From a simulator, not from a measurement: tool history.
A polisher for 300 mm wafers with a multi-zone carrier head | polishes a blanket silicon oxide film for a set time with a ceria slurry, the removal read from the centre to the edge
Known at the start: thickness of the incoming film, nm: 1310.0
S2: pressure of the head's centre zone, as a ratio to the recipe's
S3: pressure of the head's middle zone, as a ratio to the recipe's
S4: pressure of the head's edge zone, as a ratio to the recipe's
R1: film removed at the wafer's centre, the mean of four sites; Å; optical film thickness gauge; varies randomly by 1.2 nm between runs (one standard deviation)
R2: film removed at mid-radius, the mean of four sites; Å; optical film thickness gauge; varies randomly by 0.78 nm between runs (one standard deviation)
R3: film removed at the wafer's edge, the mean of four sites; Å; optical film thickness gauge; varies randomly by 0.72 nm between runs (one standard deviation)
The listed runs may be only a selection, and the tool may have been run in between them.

Run 1, hour 0.0: flow of slurry (ml/min) 145, S2 1.00, S3 1.00, S4 1.00, polishing time (s) 52. Result: R1 1722.40 Å, R2 1687.50 Å, R3 1755.30 Å.
Run 2, hour 2.3: flow of slurry (ml/min) 145, S2 1.00, S3 1.00, S4 1.00, polishing time (s) 60. Result: R1 1979.30 Å, R2 1956.60 Å, R3 2031.20 Å.
Run 3, hour 9.7: flow of slurry (ml/min) 130, S2 0.95, S3 0.96, S4 0.97, polishing time (s) 52. Result: R1 1548.80 Å, R2 1598.20 Å, R3 1708.40 Å.
Run 4, hour 15.9: flow of slurry (ml/min) 130, S2 0.95, S3 0.96, S4 1.05, polishing time (s) 52. Result: R1 1532.80 Å, R2 1581.30 Å, R3 1763.80 Å.
Run 5, hour 22.4: flow of slurry (ml/min) 120, S2 0.93, S3 0.93, S4 1.00, polishing time (s) 46. Result: R1 1329.70 Å, R2 1346.60 Å, R3 1511.20 Å.
Run 6, hour 25.1: flow of slurry (ml/min) 120, S2 0.96, S3 0.93, S4 1.00, polishing time (s) 46. Result: R1 1375.10 Å, R2 1357.20 Å, R3 1494.20 Å.

Estimate the outcome of run 7 from the log above:
Run 7, hour 27.4: flow of slurry (ml/min) 90, S2 0.86, S3 0.86, S4 0.90, polishing time (s) 32. Result: R1 ?, R2 ?, R3 ?.

Logged for run 7: R1 819.84 Å, R2 838.92 Å, R3 954.25 Å.

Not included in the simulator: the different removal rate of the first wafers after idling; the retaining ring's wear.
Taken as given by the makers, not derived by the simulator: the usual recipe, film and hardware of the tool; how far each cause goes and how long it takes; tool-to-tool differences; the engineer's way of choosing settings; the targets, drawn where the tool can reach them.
